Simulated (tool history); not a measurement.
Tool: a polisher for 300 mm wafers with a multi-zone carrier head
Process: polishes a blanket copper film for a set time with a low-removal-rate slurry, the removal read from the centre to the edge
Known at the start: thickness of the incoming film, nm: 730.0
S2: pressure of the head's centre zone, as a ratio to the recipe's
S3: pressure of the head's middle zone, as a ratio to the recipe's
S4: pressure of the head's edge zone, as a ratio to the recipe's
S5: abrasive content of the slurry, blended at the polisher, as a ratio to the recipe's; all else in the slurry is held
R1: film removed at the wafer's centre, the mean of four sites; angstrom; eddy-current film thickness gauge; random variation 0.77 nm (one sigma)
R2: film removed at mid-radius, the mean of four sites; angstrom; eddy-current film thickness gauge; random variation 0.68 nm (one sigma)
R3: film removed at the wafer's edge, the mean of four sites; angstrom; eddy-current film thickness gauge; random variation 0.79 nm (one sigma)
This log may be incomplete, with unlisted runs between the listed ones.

run 1 day=0.000 | flow_of_slurry_(ml/min)=235 S2=1.00 S3=1.00 S4=1.00 S5=1.00 polishing_time_(s)=77 | R1=1846.1 R2=1891.5 R3=1769.5
run 2 day=0.083 | flow_of_slurry_(ml/min)=220 S2=0.95 S3=0.96 S4=1.02 S5=0.90 polishing_time_(s)=70 | R1=1551.8 R2=1596.6 R3=1587.7
run 3 day=0.321 | flow_of_slurry_(ml/min)=220 S2=0.95 S3=0.96 S4=1.02 S5=1.10 polishing_time_(s)=70 | R1=1607.7 R2=1711.5 R3=1642.0
run 4 day=0.421 | flow_of_slurry_(ml/min)=220 S2=0.95 S3=0.96 S4=1.07 S5=1.10 polishing_time_(s)=70 | R1=1618.7 R2=1684.1 R3=1711.2
-- day=0.592 edge zone pressure recalibrated
run 5 day=0.592 | flow_of_slurry_(ml/min)=220 S2=0.95 S3=0.96 S4=1.07 S5=1.00 polishing_time_(s)=70 | R1=1543.0 R2=1645.0 R3=1739.1
run 6 day=0.821 | flow_of_slurry_(ml/min)=205 S2=0.92 S3=0.93 S4=1.05 S5=0.90 polishing_time_(s)=65 | R1=1364.2 R2=1462.4 R3=1550.8
run 7 day=0.850 | flow_of_slurry_(ml/min)=195 S2=0.90 S3=0.90 S4=1.03 S5=0.80 polishing_time_(s)=61 | R1=1231.3 R2=1282.0 R3=1389.2
run 8 day=1.021 | flow_of_slurry_(ml/min)=185 S2=0.88 S3=0.89 S4=1.02 S5=0.75 polishing_time_(s)=59 | R1=1129.7 R2=1212.2 R3=1321.2

What does the tool deliver on the next run?
run 9 day=1.296 | flow_of_slurry_(ml/min)=175 S2=0.86 S3=0.87 S4=1.01 S5=0.70 polishing_time_(s)=58 | R1=? R2=? R3=?

{"run 9": {"R1": 1063.6, "R2": 1135.1, "R3": 1256.5}}

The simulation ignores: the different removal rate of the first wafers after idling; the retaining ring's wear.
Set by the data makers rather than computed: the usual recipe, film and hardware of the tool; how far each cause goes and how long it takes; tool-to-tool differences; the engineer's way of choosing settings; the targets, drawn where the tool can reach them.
